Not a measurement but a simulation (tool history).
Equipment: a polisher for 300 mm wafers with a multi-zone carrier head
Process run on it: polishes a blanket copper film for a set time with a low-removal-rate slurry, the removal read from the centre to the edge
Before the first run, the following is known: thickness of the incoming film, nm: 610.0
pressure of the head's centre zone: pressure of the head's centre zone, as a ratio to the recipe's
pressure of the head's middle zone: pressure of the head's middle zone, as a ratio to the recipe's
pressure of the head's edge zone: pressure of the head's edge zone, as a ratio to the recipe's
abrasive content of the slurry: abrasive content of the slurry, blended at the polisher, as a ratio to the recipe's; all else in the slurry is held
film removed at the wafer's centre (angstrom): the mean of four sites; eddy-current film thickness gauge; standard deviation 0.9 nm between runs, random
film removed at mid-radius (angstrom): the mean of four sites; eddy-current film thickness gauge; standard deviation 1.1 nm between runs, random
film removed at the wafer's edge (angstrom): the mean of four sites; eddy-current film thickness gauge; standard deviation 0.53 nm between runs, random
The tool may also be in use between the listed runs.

| run | hour | flow of slurry (ml/min) | pressure of the head's centre zone | pressure of the head's middle zone | pressure of the head's edge zone | abrasive content of the slurry | polishing time (s) | film removed at the wafer's centre (angstrom) | film removed at mid-radius (angstrom) | film removed at the wafer's edge (angstrom) |
|---|---|---|---|---|---|---|---|---|---|---|
| 1 | 0.0 | 230 | 1.00 | 1.00 | 1.00 | 1.00 | 54 | 945.24 | 1008.60 | 1009.50 |
| 2 | 8.8 | 230 | 1.00 | 1.01 | 0.98 | 0.95 | 53 | 941.62 | 990.25 | 973.95 |
| 3 | 14.0 | 230 | 0.99 | 1.02 | 0.96 | 0.90 | 52 | 915.58 | 960.91 | 936.62 |
| 4 | 17.7 | 230 | 0.99 | 1.02 | 0.96 | 0.90 | 42 | 738.72 | 769.07 | 759.73 |
| 5 | 22.3 | 230 | 0.91 | 1.02 | 0.96 | 0.90 | 42 | 680.60 | 776.80 | 753.36 |
|  | 23.1 | slurry nozzle cleaned |
| 6 | 23.1 | 230 | 0.91 | 1.02 | 0.96 | 0.90 | 29 | 489.11 | 559.68 | 534.03 |
| 7 | 32.0 | 295 | 1.01 | 1.12 | 1.06 | 1.15 | 36 | 722.31 | 805.66 | 745.91 |
| 8 | 37.6 | 300 | 1.02 | 1.13 | 1.06 | 1.15 | 36 | 712.63 | 804.55 | 748.83 |
| 9 | 46.5 | 300 | 1.03 | 1.14 | 1.05 | 1.15 | 36 | 734.64 | 789.30 | 733.69 |
| 10 | 49.6 | 305 | 1.03 | 1.15 | 1.04 | 1.20 | 36 | 746.71 | 812.98 | 753.75 |

Expected results for the next run?
| 11 | 51.4 | 310 | 1.03 | 1.15 | 1.03 | 1.20 | 36 | ? | ? | ? |

film removed at the wafer's centre (angstrom): 729.16
film removed at mid-radius (angstrom): 834.87
film removed at the wafer's edge (angstrom): 734.35
